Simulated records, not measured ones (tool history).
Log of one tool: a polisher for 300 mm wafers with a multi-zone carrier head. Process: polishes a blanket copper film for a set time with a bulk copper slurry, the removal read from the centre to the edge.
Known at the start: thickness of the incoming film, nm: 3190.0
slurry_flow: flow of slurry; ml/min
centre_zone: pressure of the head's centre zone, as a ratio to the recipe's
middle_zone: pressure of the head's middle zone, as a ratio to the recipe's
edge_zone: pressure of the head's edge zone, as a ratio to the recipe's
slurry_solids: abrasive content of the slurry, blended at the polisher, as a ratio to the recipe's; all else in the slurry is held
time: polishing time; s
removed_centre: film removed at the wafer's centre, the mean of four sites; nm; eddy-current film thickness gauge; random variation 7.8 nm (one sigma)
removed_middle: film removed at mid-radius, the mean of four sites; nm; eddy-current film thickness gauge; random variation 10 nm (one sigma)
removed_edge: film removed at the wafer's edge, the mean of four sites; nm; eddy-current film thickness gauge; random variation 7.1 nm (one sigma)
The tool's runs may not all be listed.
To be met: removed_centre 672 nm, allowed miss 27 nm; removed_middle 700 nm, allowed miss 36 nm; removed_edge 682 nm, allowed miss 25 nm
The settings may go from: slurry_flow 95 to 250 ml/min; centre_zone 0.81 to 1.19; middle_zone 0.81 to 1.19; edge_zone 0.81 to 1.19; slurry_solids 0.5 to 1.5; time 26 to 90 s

| run | day | slurry_flow | centre_zone | middle_zone | edge_zone | slurry_solids | time | removed_centre | removed_middle | removed_edge |
|---|---|---|---|---|---|---|---|---|---|---|
| 1 | 0 | 160 | 1 | 1 | 1 | 1 | 58 | 468.03 | 449.95 | 458.81 |
| 2 | 0.125 | 160 | 0.92 | 1 | 1 | 1 | 58 | 433.18 | 449.92 | 458.7 |
| 3 | 0.208 | 160 | 0.92 | 1 | 1 | 1 | 70 | 504.35 | 547.9 | 540.89 |
| 4 | 0.562 | 165 | 0.93 | 1.01 | 1.01 | 1.05 | 70 | 522.34 | 554.42 | 550.11 |
| 5 | 0.838 | 180 | 0.93 | 1.01 | 1.01 | 1.05 | 70 | 531.05 | 559.88 | 554.8 |
| 6 | 1.067 | 180 | 0.93 | 1.07 | 1.01 | 1.05 | 70 | 544.82 | 580.33 | 554.73 |
| 7 | 1.333 | 205 | 0.97 | 1.12 | 1.11 | 1.3 | 73 | 617.87 | 673.4 | 648.4 |
| 8 | 1.608 | 205 | 0.98 | 1.12 | 1.11 | 1.3 | 73 | 627.97 | 677.04 | 640.71 |

Which of these 5 next moves meets every target?
| A | 1.883 | 245 | 1 | 1.12 | 1.13 | 1.4 | 75 | ? | ? | ? |
| B | 1.883 | 180 | 1.07 | 1.12 | 1.08 | 1.3 | 73 | ? | ? | ? |
| C | 1.883 | 180 | 0.94 | 1.13 | 1.08 | 1.3 | 76 | ? | ? | ? |
| D | 1.883 | 205 | 1.09 | 1.12 | 1.07 | 1.25 | 71 | ? | ? | ? |
| E | 1.883 | 230 | 0.94 | 1.1 | 1.16 | 1.2 | 77 | ? | ? | ? |

| move | removed_centre | removed_middle | removed_edge |
|---|---|---|---|
| A | 679.94 | 710.63 | 693.96 |
| B | 669.25 | 656.18 | 632.63 |
| C | 611.53 | 687.79 | 658.56 |
| D | 670.95 | 644.28 | 615.54 |
| E | 631.64 | 694.91 | 697.53 |
A: meets every target
B: further off than the last run
C: brings the result that was furthest off to its target, and leaves another outside
D: further off than the last run
E: brings the result that was furthest off to its target, and leaves another outside
Move A is the one to make.
